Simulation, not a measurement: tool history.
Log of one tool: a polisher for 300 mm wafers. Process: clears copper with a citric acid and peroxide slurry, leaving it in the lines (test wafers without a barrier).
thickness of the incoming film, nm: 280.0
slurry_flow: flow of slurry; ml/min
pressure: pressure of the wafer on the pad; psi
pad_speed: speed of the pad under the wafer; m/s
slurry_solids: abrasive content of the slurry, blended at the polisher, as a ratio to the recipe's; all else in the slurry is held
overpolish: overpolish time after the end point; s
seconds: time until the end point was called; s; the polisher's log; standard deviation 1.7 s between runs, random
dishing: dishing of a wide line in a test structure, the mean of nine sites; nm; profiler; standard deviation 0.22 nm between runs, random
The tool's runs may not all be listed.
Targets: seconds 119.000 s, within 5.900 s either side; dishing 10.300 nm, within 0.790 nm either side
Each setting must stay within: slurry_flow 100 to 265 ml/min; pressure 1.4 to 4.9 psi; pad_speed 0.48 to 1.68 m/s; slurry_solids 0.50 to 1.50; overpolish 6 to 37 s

run 1 day=0.000 | slurry_flow=170 pressure=3.1 pad_speed=1.08 slurry_solids=1.00 overpolish=19 | seconds=98.417 dishing=37.415
run 2 day=0.292 | slurry_flow=170 pressure=3.1 pad_speed=1.08 slurry_solids=1.00 overpolish=24 | seconds=97.272 dishing=43.327
run 3 day=0.446 | slurry_flow=170 pressure=2.7 pad_speed=1.14 slurry_solids=1.00 overpolish=19 | seconds=105.680 dishing=33.456
run 4 day=0.600 | slurry_flow=170 pressure=2.7 pad_speed=1.14 slurry_solids=0.90 overpolish=19 | seconds=109.680 dishing=32.172
run 5 day=0.767 | slurry_flow=170 pressure=2.7 pad_speed=0.96 slurry_solids=0.90 overpolish=19 | seconds=128.810 dishing=28.641
run 6 day=1.075 | slurry_flow=170 pressure=2.7 pad_speed=1.06 slurry_solids=0.90 overpolish=19 | seconds=116.620 dishing=30.833
run 7 day=1.125 | slurry_flow=150 pressure=2.4 pad_speed=1.20 slurry_solids=0.80 overpolish=16 | seconds=118.870 dishing=25.235
run 8 day=1.192 | slurry_flow=135 pressure=2.1 pad_speed=1.30 slurry_solids=0.70 overpolish=13 | seconds=133.220 dishing=18.855
run 9 day=1.458 | slurry_flow=135 pressure=2.1 pad_speed=1.30 slurry_solids=0.70 overpolish=13 | seconds=133.030 dishing=18.192
run 10 day=1.571 | slurry_flow=125 pressure=2.0 pad_speed=1.40 slurry_solids=0.65 overpolish=11 | seconds=133.680 dishing=16.445
run 11 day=1.825 | slurry_flow=120 pressure=1.9 pad_speed=1.48 slurry_solids=0.60 overpolish=10 | seconds=140.200 dishing=14.076
run 12 day=1.942 | slurry_flow=115 pressure=2.0 pad_speed=1.54 slurry_solids=0.55 overpolish=9 | seconds=133.670 dishing=14.019

Exercise: of the 5 proposed moves below, exactly one satisfies all targets within the stated allowed misses. Which move is it?
run A day=2.058 | slurry_flow=105 pressure=2.1 pad_speed=1.64 slurry_solids=0.60 overpolish=6 | seconds=? dishing=?
run B day=2.058 | slurry_flow=150 pressure=1.6 pad_speed=1.54 slurry_solids=0.75 overpolish=14 | seconds=? dishing=?
run C day=2.058 | slurry_flow=140 pressure=1.9 pad_speed=1.50 slurry_solids=0.55 overpolish=18 | seconds=? dishing=?
run D day=2.058 | slurry_flow=105 pressure=2.8 pad_speed=1.16 slurry_solids=0.70 overpolish=17 | seconds=? dishing=?
run E day=2.058 | slurry_flow=100 pressure=1.8 pad_speed=1.36 slurry_solids=0.75 overpolish=14 | seconds=? dishing=?

move=A seconds=117.600 dishing=10.292
move=B seconds=145.200 dishing=18.606
move=C seconds=140.560 dishing=24.225
move=D seconds=118.700 dishing=27.198
move=E seconds=153.400 dishing=17.762
A: every result within its allowed miss
B: further off than the last run
C: further off than the last run
D: further off than the last run
E: further off than the last run
Go with A: it meets all targets.
